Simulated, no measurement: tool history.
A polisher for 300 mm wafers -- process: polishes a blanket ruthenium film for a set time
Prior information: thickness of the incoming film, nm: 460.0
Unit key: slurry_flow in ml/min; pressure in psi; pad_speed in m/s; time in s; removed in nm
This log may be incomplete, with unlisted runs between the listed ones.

run	day	slurry_flow	pressure	pad_speed	time	removed
1	0.000	235	2.6	0.98	48	50.952
2	0.267	235	2.6	0.98	43	45.359
3	0.350	235	2.3	0.96	43	39.626
4	0.646	235	2.9	0.96	43	50.236
# day 0.738: worn pad replaced by a new one
5	0.738	235	2.9	0.96	43	53.292
6	1.075	235	3.2	0.96	43	60.303
7	1.279	235	3.2	0.96	43	59.901
8	1.317	235	2.8	0.96	43	51.215

Run 9 is up next; what results do you expect?
9	1.471	230	2.1	0.82	43	?

Run 9 measured removed 33.854 nm.
